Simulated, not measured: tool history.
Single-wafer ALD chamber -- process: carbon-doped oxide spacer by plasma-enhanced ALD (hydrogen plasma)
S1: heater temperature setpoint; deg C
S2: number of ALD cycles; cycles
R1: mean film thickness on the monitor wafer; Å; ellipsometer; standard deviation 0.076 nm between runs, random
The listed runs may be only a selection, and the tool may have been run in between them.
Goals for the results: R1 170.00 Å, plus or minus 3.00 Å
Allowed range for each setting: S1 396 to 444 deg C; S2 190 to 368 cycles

| run | hour | S1 | S2 | R1 |
|---|---|---|---|---|
| 1 | 0.0 | 420 | 279 | 139.16 |
| 2 | 7.0 | 420 | 259 | 130.44 |
| 3 | 14.1 | 416 | 277 | 139.92 |
| 4 | 23.1 | 411 | 277 | 142.09 |
| 5 | 29.8 | 409 | 290 | 148.52 |
| 6 | 31.9 | 409 | 253 | 131.07 |
| 7 | 32.9 | 407 | 273 | 141.57 |
| 8 | 41.9 | 405 | 286 | 149.17 |
| 9 | 46.7 | 403 | 295 | 154.26 |
| 10 | 54.9 | 402 | 302 | 158.65 |

Which of these 5 next moves meets every target?
| A | 63.1 | 400 | 322 | ? |
| B | 63.1 | 411 | 346 | ? |
| C | 63.1 | 399 | 331 | ? |
| D | 63.1 | 396 | 332 | ? |
| E | 63.1 | 402 | 333 | ? |

| move | R1 |
|---|---|
| A | 168.71 |
| B | 175.98 |
| C | 173.88 |
| D | 175.21 |
| E | 173.54 |
A: every result lands within tolerance
B: pushes the last run's worst result past its target
C: pushes the last run's worst result past its target
D: pushes the last run's worst result past its target
E: pushes the last run's worst result past its target
Answer: A

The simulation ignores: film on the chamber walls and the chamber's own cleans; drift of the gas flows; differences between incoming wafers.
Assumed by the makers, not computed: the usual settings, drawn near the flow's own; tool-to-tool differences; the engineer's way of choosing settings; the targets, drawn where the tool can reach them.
